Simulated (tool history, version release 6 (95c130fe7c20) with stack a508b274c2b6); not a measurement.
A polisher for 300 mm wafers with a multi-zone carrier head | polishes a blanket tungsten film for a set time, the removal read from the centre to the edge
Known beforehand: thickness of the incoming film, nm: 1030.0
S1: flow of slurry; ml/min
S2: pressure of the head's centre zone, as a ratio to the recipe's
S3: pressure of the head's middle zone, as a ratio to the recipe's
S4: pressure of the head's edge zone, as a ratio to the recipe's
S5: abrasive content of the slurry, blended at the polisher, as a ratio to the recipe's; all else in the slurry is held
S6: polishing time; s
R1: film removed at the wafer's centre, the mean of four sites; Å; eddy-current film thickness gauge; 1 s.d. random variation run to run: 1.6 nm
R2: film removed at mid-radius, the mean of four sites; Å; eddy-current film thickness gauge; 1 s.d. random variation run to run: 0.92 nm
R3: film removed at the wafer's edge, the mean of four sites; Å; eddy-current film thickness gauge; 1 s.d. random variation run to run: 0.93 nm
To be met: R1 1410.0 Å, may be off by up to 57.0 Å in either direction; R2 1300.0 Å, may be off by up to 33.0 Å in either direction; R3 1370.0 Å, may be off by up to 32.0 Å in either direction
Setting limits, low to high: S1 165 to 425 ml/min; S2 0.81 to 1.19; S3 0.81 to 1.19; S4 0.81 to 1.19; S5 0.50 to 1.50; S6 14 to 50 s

run  hour   S1    S2    S3    S4    S5  S6      R1      R2      R3
  1   0.0  275  1.00  1.00  1.00  1.00  32  1595.1  1592.4  1567.0
  2   3.1  265  0.99  0.96  0.97  0.95  32  1563.8  1503.7  1534.9
  3  10.3  220  0.99  0.96  0.97  0.95  32  1515.4  1462.8  1486.8
  4  13.2  280  0.99  0.96  0.97  0.95  32  1536.9  1511.6  1529.8
  5  16.2  280  0.99  0.96  0.97  0.85  32  1485.1  1438.6  1456.6
  6  18.1  280  0.99  0.96  0.93  0.85  32  1506.0  1438.3  1421.0
  7  26.6  270  0.98  0.94  0.92  0.85  32  1473.6  1401.3  1424.3
  8  35.1  260  0.98  0.93  0.91  0.85  32  1485.7  1401.9  1404.9
  9  36.7  250  0.97  0.92  0.91  0.85  32  1443.3  1375.5  1408.4

Which one of the following 4 next-run settings gets every result inside its allowed miss? There is exactly one.
  A  38.3  210  0.95  0.97  0.81  1.25  30   ?   ?   ?
  B  38.3  255  0.95  0.96  0.92  0.85  33   ?   ?   ?
  C  38.3  270  0.92  0.81  0.91  1.00  31   ?   ?   ?
  D  38.3  250  0.97  0.88  0.89  0.75  33   ?   ?   ?

move      R1      R2      R3
   A  1476.0  1496.3  1419.4
   B  1460.9  1463.6  1473.2
   C  1419.6  1277.1  1472.1
   D  1415.7  1292.8  1380.4
A: its largest miss is bigger than the last run's
B: its largest miss is bigger than the last run's
C: gets the furthest-off result to its target, but another result is out of tolerance
D: all results land within tolerance of their targets
Move D is the one to make.
